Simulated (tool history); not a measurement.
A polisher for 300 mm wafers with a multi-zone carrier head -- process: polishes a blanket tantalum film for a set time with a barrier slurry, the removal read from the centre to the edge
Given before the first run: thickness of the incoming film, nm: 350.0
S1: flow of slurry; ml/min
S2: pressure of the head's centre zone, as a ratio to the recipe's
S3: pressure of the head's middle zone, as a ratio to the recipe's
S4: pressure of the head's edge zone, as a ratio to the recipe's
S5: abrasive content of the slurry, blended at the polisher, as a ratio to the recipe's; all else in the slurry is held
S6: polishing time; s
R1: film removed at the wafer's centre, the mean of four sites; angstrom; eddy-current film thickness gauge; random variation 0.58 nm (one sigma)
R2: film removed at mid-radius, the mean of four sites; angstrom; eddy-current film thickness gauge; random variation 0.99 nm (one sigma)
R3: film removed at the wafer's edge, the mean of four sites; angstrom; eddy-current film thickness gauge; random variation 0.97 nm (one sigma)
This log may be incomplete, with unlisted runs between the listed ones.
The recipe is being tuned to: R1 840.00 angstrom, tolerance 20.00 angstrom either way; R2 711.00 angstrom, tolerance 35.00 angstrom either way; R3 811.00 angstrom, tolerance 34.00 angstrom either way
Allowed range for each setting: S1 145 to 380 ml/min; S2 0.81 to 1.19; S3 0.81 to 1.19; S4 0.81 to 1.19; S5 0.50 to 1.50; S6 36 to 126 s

run,hour,S1,S2,S3,S4,S5,S6,R1,R2,R3
1,0.0,245,1.00,1.00,1.00,1.00,81,1077.00,1068.80,1119.90
2,3.8,245,0.95,1.00,1.00,1.00,81,1033.70,1076.00,1089.00
3,6.1,240,0.96,0.95,0.96,0.85,79,932.17,950.32,991.34
4,10.0,240,1.00,0.91,0.92,0.75,78,911.21,844.91,891.25
5,14.3,240,1.00,0.91,0.92,0.55,78,750.03,698.53,730.11
6,19.2,240,1.00,0.91,0.92,0.50,78,689.08,642.13,683.90
7,25.5,290,1.10,0.93,1.02,0.60,79,905.15,774.56,835.39
8,31.0,270,1.09,0.91,1.02,0.60,79,880.06,762.09,818.21
9,38.1,260,1.08,0.88,1.03,0.60,79,875.06,738.91,851.94
10,44.8,250,1.08,0.88,1.02,0.60,79,871.09,718.73,840.66
11,48.4,245,1.08,0.89,1.01,0.60,79,876.66,729.18,832.27

Exactly one of the 5 candidate moves below puts every result within its allowed miss. Which one?
A,52.0,165,1.08,0.88,0.99,0.55,87,?,?,?
B,52.0,260,1.12,0.95,0.93,0.60,78,?,?,?
C,52.0,370,1.14,0.83,0.96,0.55,81,?,?,?
D,52.0,280,1.04,0.94,1.02,0.70,72,?,?,?
E,52.0,345,1.02,0.90,1.02,0.65,76,?,?,?

move,R1,R2,R3
A,846.66,703.34,817.19
B,901.80,765.07,796.34
C,925.05,688.15,807.70
D,862.86,778.26,851.29
E,873.88,773.05,873.11
A: every result within its allowed miss
B: moves away from the targets compared with the last run
C: moves away from the targets compared with the last run
D: no nearer and no further than the last run
E: no nearer and no further than the last run
The move that meets every target is A.

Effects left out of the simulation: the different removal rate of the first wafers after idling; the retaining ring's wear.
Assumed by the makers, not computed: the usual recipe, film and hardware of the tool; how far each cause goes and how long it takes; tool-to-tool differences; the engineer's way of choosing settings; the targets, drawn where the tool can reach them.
